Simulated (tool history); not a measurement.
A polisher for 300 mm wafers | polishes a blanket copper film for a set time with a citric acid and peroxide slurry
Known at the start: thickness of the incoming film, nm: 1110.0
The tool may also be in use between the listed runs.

run	day	flow of slurry (ml/min)	pressure of the wafer on the pad (psi)	speed of the pad under the wafer (cm/s)	abrasive content of the slurry	polishing time (s)	film removed (nm)
1	0	220	3.9	114	1	86	233.17
2	0.238	225	4.1	114	1	86	240.88
3	0.325	225	4.3	114	1	86	246.7
4	0.567	225	4.5	114	1	86	257.6
5	0.808	225	4.7	114	1	86	267.31
6	1.167	225	4.9	114	1	86	278.05
7	1.45	225	5	114	1	86	278.8
8	1.479	225	5	114	1	86	283.4
9	1.6	225	5.1	114	1	86	285.98

The next listed run, before its measurement:
10	1.929	225	5.2	114	1	86	?

{"run 10": {"film removed (nm)": 292.29}}
